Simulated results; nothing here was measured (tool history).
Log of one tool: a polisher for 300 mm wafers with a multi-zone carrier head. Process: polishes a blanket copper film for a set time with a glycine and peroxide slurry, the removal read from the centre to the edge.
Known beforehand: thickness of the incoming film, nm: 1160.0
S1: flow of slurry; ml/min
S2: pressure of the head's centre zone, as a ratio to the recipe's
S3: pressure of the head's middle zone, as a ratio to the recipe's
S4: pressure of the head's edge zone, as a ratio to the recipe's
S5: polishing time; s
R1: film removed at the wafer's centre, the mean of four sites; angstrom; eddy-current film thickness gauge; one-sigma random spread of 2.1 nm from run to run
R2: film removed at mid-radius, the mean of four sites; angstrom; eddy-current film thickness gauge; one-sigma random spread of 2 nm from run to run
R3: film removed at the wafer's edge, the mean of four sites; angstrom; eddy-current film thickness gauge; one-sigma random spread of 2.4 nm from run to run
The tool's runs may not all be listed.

Run 1, hour 0.0: S1 165 ml/min, S2 1.00, S3 1.00, S4 1.00, S5 37 s. Result: R1 1612.2 angstrom, R2 1487.1 angstrom, R3 1482.8 angstrom.
Run 2, hour 6.5: S1 175 ml/min, S2 0.98, S3 1.02, S4 1.04, S5 39 s. Result: R1 1668.4 angstrom, R2 1607.3 angstrom, R3 1604.3 angstrom.
Run 3, hour 9.8: S1 175 ml/min, S2 0.98, S3 1.02, S4 1.04, S5 31 s. Result: R1 1325.2 angstrom, R2 1265.9 angstrom, R3 1271.2 angstrom.
Run 4, hour 18.2: S1 180 ml/min, S2 0.97, S3 1.03, S4 1.07, S5 35 s. Result: R1 1479.6 angstrom, R2 1459.1 angstrom, R3 1450.4 angstrom.
Run 5, hour 22.2: S1 145 ml/min, S2 0.97, S3 1.03, S4 1.07, S5 35 s. Result: R1 1395.7 angstrom, R2 1410.5 angstrom, R3 1433.7 angstrom.
Run 6, hour 29.7: S1 145 ml/min, S2 1.01, S3 1.03, S4 1.07, S5 35 s. Result: R1 1469.8 angstrom, R2 1385.7 angstrom, R3 1414.9 angstrom.
Run 7, hour 38.2: S1 155 ml/min, S2 0.99, S3 1.04, S4 1.10, S5 38 s. Result: R1 1569.9 angstrom, R2 1587.1 angstrom, R3 1578.1 angstrom.

Expected results for the next run?
Run 8, hour 41.4: S1 200 ml/min, S2 0.98, S3 1.00, S4 1.19, S5 46 s. Result: R1 ?, R2 ?, R3 ?.

Run 8 yielded R1 2000.5 angstrom, R2 1923.7 angstrom, R3 2024.8 angstrom.

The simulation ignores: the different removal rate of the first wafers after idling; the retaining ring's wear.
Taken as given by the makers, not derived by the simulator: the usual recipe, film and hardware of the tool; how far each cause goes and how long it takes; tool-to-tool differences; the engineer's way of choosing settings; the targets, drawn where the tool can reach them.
